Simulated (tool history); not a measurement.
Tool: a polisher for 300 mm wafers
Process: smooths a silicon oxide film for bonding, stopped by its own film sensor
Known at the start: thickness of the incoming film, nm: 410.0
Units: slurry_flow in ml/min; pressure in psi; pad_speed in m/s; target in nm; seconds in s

{"run": 1, "hour": 0.0, "slurry_flow": 270, "pressure": 2.8, "pad_speed": 0.84, "slurry_solids": 1.0, "target": 294, "seconds": 132.26}
{"run": 2, "hour": 1.4, "slurry_flow": 335, "pressure": 2.8, "pad_speed": 0.84, "slurry_solids": 1.0, "target": 294, "seconds": 132.74}
{"run": 3, "hour": 2.2, "slurry_flow": 335, "pressure": 2.8, "pad_speed": 0.84, "slurry_solids": 1.0, "target": 288, "seconds": 137.07}
{"run": 4, "hour": 7.7, "slurry_flow": 335, "pressure": 3.0, "pad_speed": 0.86, "slurry_solids": 1.0, "target": 288, "seconds": 125.73}
{"run": 5, "hour": 11.2, "slurry_flow": 365, "pressure": 3.0, "pad_speed": 0.86, "slurry_solids": 1.0, "target": 288, "seconds": 122.42}
{"run": 6, "hour": 18.3, "slurry_flow": 365, "pressure": 3.0, "pad_speed": 0.86, "slurry_solids": 1.0, "target": 294, "seconds": 119.58}
{"run": 7, "hour": 24.6, "slurry_flow": 365, "pressure": 3.2, "pad_speed": 0.86, "slurry_solids": 1.0, "target": 294, "seconds": 112.83}
{"run": 8, "hour": 29.5, "slurry_flow": 365, "pressure": 3.4, "pad_speed": 0.86, "slurry_solids": 1.0, "target": 294, "seconds": 102.05}

The next listed run, before its measurement:
{"run": 9, "hour": 31.4, "slurry_flow": 365, "pressure": 3.5, "pad_speed": 0.86, "slurry_solids": 1.0, "target": 294, "seconds": "?"}

{"run 9": {"seconds": 102.89}}
